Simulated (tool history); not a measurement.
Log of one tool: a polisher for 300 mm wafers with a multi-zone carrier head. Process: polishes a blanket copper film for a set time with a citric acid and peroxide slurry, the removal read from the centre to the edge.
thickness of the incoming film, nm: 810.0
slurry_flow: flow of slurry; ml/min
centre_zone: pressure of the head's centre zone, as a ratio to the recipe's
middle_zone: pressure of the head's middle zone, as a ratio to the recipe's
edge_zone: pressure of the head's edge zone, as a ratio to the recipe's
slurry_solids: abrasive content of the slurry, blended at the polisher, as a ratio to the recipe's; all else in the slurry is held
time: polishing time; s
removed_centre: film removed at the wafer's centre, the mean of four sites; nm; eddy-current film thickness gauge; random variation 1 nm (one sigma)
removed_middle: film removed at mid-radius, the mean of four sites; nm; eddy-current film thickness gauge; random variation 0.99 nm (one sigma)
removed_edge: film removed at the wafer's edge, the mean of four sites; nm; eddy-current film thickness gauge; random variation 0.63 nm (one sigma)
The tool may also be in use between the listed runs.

| run | hour | slurry_flow | centre_zone | middle_zone | edge_zone | slurry_solids | time | removed_centre | removed_middle | removed_edge |
|---|---|---|---|---|---|---|---|---|---|---|
| 1 | 0.0 | 220 | 1.00 | 1.00 | 1.00 | 1.00 | 87 | 146.17 | 133.620 | 132.480 |
| 2 | 7.3 | 270 | 1.00 | 1.00 | 1.00 | 1.00 | 87 | 150.28 | 137.040 | 133.900 |
| 3 | 8.7 | 270 | 1.00 | 1.00 | 1.06 | 1.00 | 87 | 148.86 | 138.720 | 136.590 |
| 4 | 13.6 | 270 | 1.00 | 0.97 | 1.03 | 0.90 | 85 | 142.69 | 127.050 | 131.340 |
| 5 | 21.8 | 270 | 1.00 | 0.97 | 1.12 | 0.90 | 85 | 142.36 | 128.440 | 135.420 |
| 6 | 29.8 | 270 | 1.01 | 0.96 | 1.08 | 0.80 | 83 | 140.81 | 124.130 | 126.570 |
| 7 | 36.2 | 265 | 1.00 | 0.93 | 1.04 | 0.75 | 82 | 136.72 | 117.620 | 124.340 |

Forecast run 8:
|  | 42.6 | centre zone pressure recalibrated |
| 8 | 42.6 | 220 | 1.04 | 0.88 | 0.94 | 0.50 | 70 | ? | ? | ? |

Run 8 gave removed_centre 101.98 nm, removed_middle 89.146 nm, removed_edge 95.322 nm.

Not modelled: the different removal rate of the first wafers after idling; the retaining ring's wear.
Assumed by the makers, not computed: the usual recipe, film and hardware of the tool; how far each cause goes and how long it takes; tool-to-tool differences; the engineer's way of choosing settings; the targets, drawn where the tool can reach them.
